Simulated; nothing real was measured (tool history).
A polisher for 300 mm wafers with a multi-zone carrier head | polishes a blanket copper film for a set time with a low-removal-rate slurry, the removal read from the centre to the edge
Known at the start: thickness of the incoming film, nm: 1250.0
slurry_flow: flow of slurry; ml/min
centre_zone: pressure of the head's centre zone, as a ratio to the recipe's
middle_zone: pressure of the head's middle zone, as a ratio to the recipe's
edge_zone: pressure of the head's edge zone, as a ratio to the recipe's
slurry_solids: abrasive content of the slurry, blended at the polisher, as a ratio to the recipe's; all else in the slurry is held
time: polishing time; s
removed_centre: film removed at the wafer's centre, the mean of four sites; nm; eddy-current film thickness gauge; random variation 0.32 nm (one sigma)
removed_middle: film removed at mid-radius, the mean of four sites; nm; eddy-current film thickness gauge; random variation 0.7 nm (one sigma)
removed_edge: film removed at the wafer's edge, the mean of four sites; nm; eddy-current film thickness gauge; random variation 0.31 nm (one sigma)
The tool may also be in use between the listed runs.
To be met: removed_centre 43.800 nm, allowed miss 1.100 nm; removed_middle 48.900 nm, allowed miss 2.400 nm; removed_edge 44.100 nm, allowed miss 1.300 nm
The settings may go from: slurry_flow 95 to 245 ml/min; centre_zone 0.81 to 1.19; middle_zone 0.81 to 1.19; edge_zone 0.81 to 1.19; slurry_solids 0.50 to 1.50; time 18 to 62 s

run    day  slurry_flow  centre_zone  middle_zone  edge_zone  slurry_solids  time  removed_centre  removed_middle  removed_edge
  1  0.000          155         1.00         1.00       1.00           1.00    40          69.920          74.050        73.514
  2  0.258          155         0.99         1.00       0.96           0.90    37          63.061          66.886        65.507
  3  0.554          155         0.99         1.00       0.96           0.90    30          51.510          54.185        53.719
  4  0.579          155         0.93         1.00       0.96           0.90    30          48.012          54.237        53.493
  5  0.742          150         0.94         1.01       0.93           0.80    30          48.113          53.496        51.150
  6  0.867          150         0.94         1.01       0.93           0.80    25          39.462          44.852        42.632
  7  1.025          160         0.95         1.02       0.92           0.80    25          40.693          45.547        42.805
  8  1.138          160         0.95         1.02       0.92           0.80    25          39.756          44.841        42.734
  9  1.438          160         0.97         1.04       0.92           0.85    25          42.246          46.212        43.853
 10  1.708          165         0.97         1.06       0.92           0.85    25          41.690          47.955        44.287

4 next moves are on the table. One of them brings every result within its allowed miss. Which?
  A  1.979          150         0.99         1.07       0.84           0.60    28               ?               ?             ?
  B  1.979          160         0.94         1.19       0.86           0.85    26               ?               ?             ?
  C  1.979          170         0.91         1.09       0.81           0.75    26               ?               ?             ?
  D  1.979          180         0.94         1.09       1.00           0.95    24               ?               ?             ?

move  removed_centre  removed_middle  removed_edge
   A          44.543          49.762        44.883
   B          42.432          54.143        44.981
   C          40.625          49.977        43.701
   D          40.948          48.676        44.949
A: meets every target
B: further off than the last run
C: further off than the last run
D: further off than the last run
Move A is the one to make.

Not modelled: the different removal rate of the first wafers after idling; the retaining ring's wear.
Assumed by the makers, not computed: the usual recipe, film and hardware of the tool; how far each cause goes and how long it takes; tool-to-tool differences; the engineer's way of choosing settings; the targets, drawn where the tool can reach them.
